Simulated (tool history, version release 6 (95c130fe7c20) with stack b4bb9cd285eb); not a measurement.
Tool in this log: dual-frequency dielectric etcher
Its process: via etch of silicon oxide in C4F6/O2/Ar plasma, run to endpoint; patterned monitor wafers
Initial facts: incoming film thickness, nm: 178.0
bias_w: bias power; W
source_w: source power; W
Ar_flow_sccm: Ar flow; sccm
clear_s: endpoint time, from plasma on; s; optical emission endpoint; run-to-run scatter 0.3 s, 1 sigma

| run | day | bias_w | source_w | Ar_flow_sccm | clear_s |
|---|---|---|---|---|---|
| 1 | 0.000 | 532 | 360 | 351 | 41.666 |
| 2 | 0.221 | 554 | 370 | 349 | 40.643 |
| 3 | 0.325 | 554 | 420 | 349 | 39.512 |
| 4 | 0.462 | 519 | 420 | 349 | 40.042 |
| 5 | 0.600 | 599 | 420 | 349 | 38.261 |
| 6 | 0.904 | 511 | 420 | 349 | 40.847 |
| 7 | 1.058 | 530 | 430 | 347 | 39.678 |
| 8 | 1.188 | 544 | 440 | 345 | 38.868 |
| 9 | 1.554 | 554 | 440 | 344 | 38.800 |
| 10 | 1.871 | 564 | 440 | 343 | 38.565 |

Run 11 is up next; what results do you expect?
| 11 | 2.004 | 573 | 440 | 342 | ? |

{"run 11": {"clear_s": 38.226}}
